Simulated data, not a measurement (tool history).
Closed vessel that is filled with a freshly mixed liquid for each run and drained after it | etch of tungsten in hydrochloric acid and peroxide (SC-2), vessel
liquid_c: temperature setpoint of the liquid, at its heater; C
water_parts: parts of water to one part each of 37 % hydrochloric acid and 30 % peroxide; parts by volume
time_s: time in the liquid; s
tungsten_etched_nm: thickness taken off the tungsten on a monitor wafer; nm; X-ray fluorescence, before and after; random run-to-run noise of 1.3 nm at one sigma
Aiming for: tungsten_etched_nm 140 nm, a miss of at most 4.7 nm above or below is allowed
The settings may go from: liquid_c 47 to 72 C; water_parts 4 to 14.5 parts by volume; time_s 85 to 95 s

run,hour,liquid_c,water_parts,time_s,tungsten_etched_nm
1,0,63,8,85,80.639
2,1.2,63,8,85,81.608
3,7.2,57,8,85,55.46
4,8.1,57,9.5,85,48.798
5,10.4,60,9,85,61.377
6,12.5,60,9,85,62.288
7,18.8,62.5,9,85,72.508
8,23.4,64.5,9,85,80.915

Which of these 5 next moves meets every target?
A,28,72,6.5,95,?
B,28,66.5,7,95,?
C,28,71.5,8,95,?
D,28,65,4.5,85,?
E,28,58,11.5,85,?

move,tungsten_etched_nm
A,184.88
B,125.95
C,152.62
D,142.47
E,44.39
A: moves the result that the last run missed by most past its target, out the other side
B: an improvement on the last run, though not all results are within tolerance
C: moves the result that the last run missed by most past its target, out the other side
D: in spec on every target
E: misses by more than the last run did
D meets every target.
